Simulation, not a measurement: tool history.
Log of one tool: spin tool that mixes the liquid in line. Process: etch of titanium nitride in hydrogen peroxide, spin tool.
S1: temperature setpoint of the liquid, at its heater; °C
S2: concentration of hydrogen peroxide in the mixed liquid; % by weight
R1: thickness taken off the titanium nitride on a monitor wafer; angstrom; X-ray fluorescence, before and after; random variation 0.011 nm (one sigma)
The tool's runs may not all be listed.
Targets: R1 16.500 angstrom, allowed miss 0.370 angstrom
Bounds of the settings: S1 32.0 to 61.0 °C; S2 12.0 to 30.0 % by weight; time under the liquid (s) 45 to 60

Run 1, hour 0.0: S1 45.0 °C, S2 22.0 % by weight, time under the liquid (s) 60. Result: R1 24.163 angstrom.
Run 2, hour 4.5: S1 44.0 °C, S2 22.0 % by weight, time under the liquid (s) 60. Result: R1 22.485 angstrom.
Run 3, hour 12.6: S1 43.5 °C, S2 22.0 % by weight, time under the liquid (s) 60. Result: R1 21.833 angstrom.
Run 4, hour 16.5: S1 43.0 °C, S2 22.0 % by weight, time under the liquid (s) 60. Result: R1 20.796 angstrom.
Run 5, hour 23.2: S1 42.5 °C, S2 22.0 % by weight, time under the liquid (s) 60. Result: R1 20.157 angstrom.
Run 6, hour 24.4: S1 42.0 °C, S2 22.0 % by weight, time under the liquid (s) 60. Result: R1 19.362 angstrom.
Run 7, hour 30.5: S1 41.5 °C, S2 22.0 % by weight, time under the liquid (s) 60. Result: R1 18.750 angstrom.
Run 8, hour 33.7: S1 41.0 °C, S2 22.0 % by weight, time under the liquid (s) 60. Result: R1 18.121 angstrom.

Which of these 5 next moves meets every target?
Run A, hour 36.9: S1 40.5 °C, S2 22.0 % by weight, time under the liquid (s) 60. Result: R1 ?.
Run B, hour 36.9: S1 43.0 °C, S2 20.5 % by weight, time under the liquid (s) 60. Result: R1 ?.
Run C, hour 36.9: S1 41.5 °C, S2 18.5 % by weight, time under the liquid (s) 55. Result: R1 ?.
Run D, hour 36.9: S1 42.0 °C, S2 20.0 % by weight, time under the liquid (s) 55. Result: R1 ?.
Run E, hour 36.9: S1 46.0 °C, S2 23.5 % by weight, time under the liquid (s) 45. Result: R1 ?.

move      R1
   A  17.397
   B  20.723
   C  16.586
   D  17.518
   E  20.032
A: nearer than the last run, and not there yet
B: further off than the last run
C: meets every target
D: nearer than the last run, and not there yet
E: further off than the last run
Answer: C
